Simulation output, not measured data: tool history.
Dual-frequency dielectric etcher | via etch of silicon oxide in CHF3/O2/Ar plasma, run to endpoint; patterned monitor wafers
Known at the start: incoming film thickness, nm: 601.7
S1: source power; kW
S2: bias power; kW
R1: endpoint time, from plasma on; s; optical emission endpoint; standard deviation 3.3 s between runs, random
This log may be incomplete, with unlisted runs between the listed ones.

| run | hour | S1 | S2 | R1 |
|---|---|---|---|---|
| 1 | 0.0 | 0.470 | 0.119 | 368.03 |
| 2 | 7.9 | 0.440 | 0.115 | 379.40 |
| 3 | 15.2 | 0.420 | 0.110 | 396.29 |
| 4 | 23.7 | 0.400 | 0.108 | 404.77 |
| 5 | 27.4 | 0.380 | 0.106 | 422.44 |
| 6 | 32.6 | 0.380 | 0.125 | 411.58 |
| 7 | 34.3 | 0.370 | 0.124 | 423.34 |
| 8 | 37.6 | 0.360 | 0.124 | 426.26 |
| 9 | 44.0 | 0.350 | 0.124 | 430.27 |
| 10 | 48.5 | 0.340 | 0.124 | 440.17 |

What will run 11 give?
| 11 | 54.5 | 0.330 | 0.124 | ? |

{"run 11": {"R1": 446.25}}
